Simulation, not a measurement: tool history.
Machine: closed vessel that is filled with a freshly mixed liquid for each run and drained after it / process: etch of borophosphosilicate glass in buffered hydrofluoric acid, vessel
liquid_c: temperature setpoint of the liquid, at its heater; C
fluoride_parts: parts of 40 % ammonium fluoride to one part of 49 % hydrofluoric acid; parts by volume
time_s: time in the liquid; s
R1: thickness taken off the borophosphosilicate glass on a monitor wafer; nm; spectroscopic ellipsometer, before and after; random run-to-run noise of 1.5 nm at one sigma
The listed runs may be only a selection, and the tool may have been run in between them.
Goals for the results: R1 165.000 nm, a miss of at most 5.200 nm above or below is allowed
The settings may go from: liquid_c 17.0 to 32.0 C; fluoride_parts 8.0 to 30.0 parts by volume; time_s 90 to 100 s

Run 1, day 0.000: liquid_c 24.0 C, fluoride_parts 21.5 parts by volume, time_s 90 s. Result: R1 86.949 nm.
Run 2, day 0.104: liquid_c 24.0 C, fluoride_parts 21.5 parts by volume, time_s 90 s. Result: R1 86.964 nm.
Run 3, day 0.212: liquid_c 26.5 C, fluoride_parts 19.5 parts by volume, time_s 90 s. Result: R1 105.760 nm.
Run 4, day 0.458: liquid_c 26.5 C, fluoride_parts 19.5 parts by volume, time_s 100 s. Result: R1 116.970 nm.
Run 5, day 0.512: liquid_c 28.0 C, fluoride_parts 18.5 parts by volume, time_s 100 s. Result: R1 135.460 nm.
Run 6, day 0.679: liquid_c 29.0 C, fluoride_parts 18.5 parts by volume, time_s 100 s. Result: R1 143.790 nm.
Run 7, day 0.858: liquid_c 29.5 C, fluoride_parts 18.5 parts by volume, time_s 100 s. Result: R1 144.950 nm.
Run 8, day 1.112: liquid_c 30.0 C, fluoride_parts 18.5 parts by volume, time_s 100 s. Result: R1 151.830 nm.
Run 9, day 1.167: liquid_c 30.5 C, fluoride_parts 18.5 parts by volume, time_s 100 s. Result: R1 152.970 nm.
Run 10, day 1.338: liquid_c 31.0 C, fluoride_parts 18.5 parts by volume, time_s 100 s. Result: R1 158.480 nm.

Pick the move, out of 5, that brings all results within their allowed miss; only one does.
Run A, day 1.508: liquid_c 31.0 C, fluoride_parts 17.5 parts by volume, time_s 90 s. Result: R1 ?.
Run B, day 1.508: liquid_c 27.5 C, fluoride_parts 16.0 parts by volume, time_s 95 s. Result: R1 ?.
Run C, day 1.508: liquid_c 30.0 C, fluoride_parts 17.5 parts by volume, time_s 95 s. Result: R1 ?.
Run D, day 1.508: liquid_c 31.0 C, fluoride_parts 18.5 parts by volume, time_s 95 s. Result: R1 ?.
Run E, day 1.508: liquid_c 30.5 C, fluoride_parts 16.5 parts by volume, time_s 95 s. Result: R1 ?.

move       R1
   A  150.630
   B  144.550
   C  150.920
   D  150.530
   E  164.150
A: misses by more than the last run did
B: misses by more than the last run did
C: misses by more than the last run did
D: misses by more than the last run did
E: meets every target
Answer: E

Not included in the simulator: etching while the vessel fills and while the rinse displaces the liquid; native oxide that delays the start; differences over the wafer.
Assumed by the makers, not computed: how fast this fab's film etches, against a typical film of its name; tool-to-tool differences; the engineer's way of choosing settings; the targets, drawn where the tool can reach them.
